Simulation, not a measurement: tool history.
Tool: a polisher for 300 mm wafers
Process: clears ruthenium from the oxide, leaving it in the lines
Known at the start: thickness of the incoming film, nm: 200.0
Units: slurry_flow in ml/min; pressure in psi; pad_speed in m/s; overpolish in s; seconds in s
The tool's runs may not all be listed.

run 1 day=0 | slurry_flow=280 pressure=2.3 pad_speed=1.08 overpolish=7 | seconds=133.42
run 2 day=0.279 | slurry_flow=280 pressure=2.7 pad_speed=1.08 overpolish=7 | seconds=117.54
run 3 day=0.321 | slurry_flow=280 pressure=2.7 pad_speed=1.08 overpolish=7 | seconds=115.71
run 4 day=0.621 | slurry_flow=280 pressure=2.3 pad_speed=1 overpolish=7 | seconds=137.02
run 5 day=0.888 | slurry_flow=280 pressure=2.3 pad_speed=0.72 overpolish=7 | seconds=185.16
run 6 day=1.2 | slurry_flow=280 pressure=2 pad_speed=0.7 overpolish=7 | seconds=211.5
run 7 day=1.483 | slurry_flow=280 pressure=1.8 pad_speed=0.7 overpolish=7 | seconds=229.95

Forecast run 8:
run 8 day=1.825 | slurry_flow=280 pressure=1.2 pad_speed=0.68 overpolish=7 | seconds=?

{"run 8": {"seconds": 313.34}}
